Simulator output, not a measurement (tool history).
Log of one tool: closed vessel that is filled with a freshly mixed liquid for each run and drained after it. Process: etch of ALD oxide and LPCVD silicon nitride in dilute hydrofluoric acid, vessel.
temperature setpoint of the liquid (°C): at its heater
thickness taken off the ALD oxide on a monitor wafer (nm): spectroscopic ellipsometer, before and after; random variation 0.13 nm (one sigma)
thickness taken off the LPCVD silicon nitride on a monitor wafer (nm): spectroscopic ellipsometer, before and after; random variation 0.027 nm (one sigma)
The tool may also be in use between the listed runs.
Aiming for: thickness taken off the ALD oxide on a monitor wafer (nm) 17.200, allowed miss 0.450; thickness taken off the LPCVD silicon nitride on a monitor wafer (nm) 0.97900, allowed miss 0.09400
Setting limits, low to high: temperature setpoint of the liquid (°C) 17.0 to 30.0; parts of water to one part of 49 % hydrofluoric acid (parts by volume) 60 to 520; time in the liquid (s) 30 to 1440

| run | hour | temperature setpoint of the liquid (°C) | parts of water to one part of 49 % hydrofluoric acid (parts by volume) | time in the liquid (s) | thickness taken off the ALD oxide on a monitor wafer (nm) | thickness taken off the LPCVD silicon nitride on a monitor wafer (nm) |
|---|---|---|---|---|---|---|
| 1 | 0.0 | 22.0 | 290 | 735 | 20.616 | 1.15010 |
| 2 | 9.1 | 21.5 | 300 | 740 | 19.933 | 1.08420 |
| 3 | 15.9 | 21.5 | 300 | 855 | 22.510 | 1.29470 |
| 4 | 18.4 | 21.5 | 350 | 855 | 18.397 | 1.11460 |
| 5 | 19.7 | 21.5 | 350 | 1150 | 24.995 | 1.47300 |
| 6 | 21.6 | 21.5 | 430 | 1150 | 18.682 | 1.27870 |
| 7 | 23.8 | 20.5 | 420 | 1140 | 18.665 | 1.17000 |
| 8 | 25.2 | 20.0 | 420 | 1140 | 18.401 | 1.15090 |
| 9 | 31.7 | 19.5 | 420 | 1140 | 18.436 | 1.10780 |
| 10 | 33.2 | 19.5 | 420 | 1140 | 18.209 | 1.07970 |
| 11 | 40.1 | 19.0 | 420 | 1140 | 17.804 | 1.02850 |

Next run, 4 choices. One meets every target within its allowed miss, the rest don't. Which?
| A | 47.0 | 19.0 | 445 | 1105 | ? | ? |
| B | 47.0 | 23.0 | 465 | 1105 | ? | ? |
| C | 47.0 | 18.5 | 400 | 1050 | ? | ? |
| D | 47.0 | 24.0 | 490 | 1150 | ? | ? |

| move | thickness taken off the ALD oxide on a monitor wafer (nm) | thickness taken off the LPCVD silicon nitride on a monitor wafer (nm) |
|---|---|---|
| A | 15.922 | 0.95624 |
| B | 17.129 | 1.16560 |
| C | 17.141 | 0.97512 |
| D | 17.102 | 1.22100 |
A: the result that was furthest off in the last run now lies on the other side of its target
B: corrects the largest miss of the last run, while another result sits out of spec
C: meets every target
D: corrects the largest miss of the last run, while another result sits out of spec
Correct choice: C, which meets every target
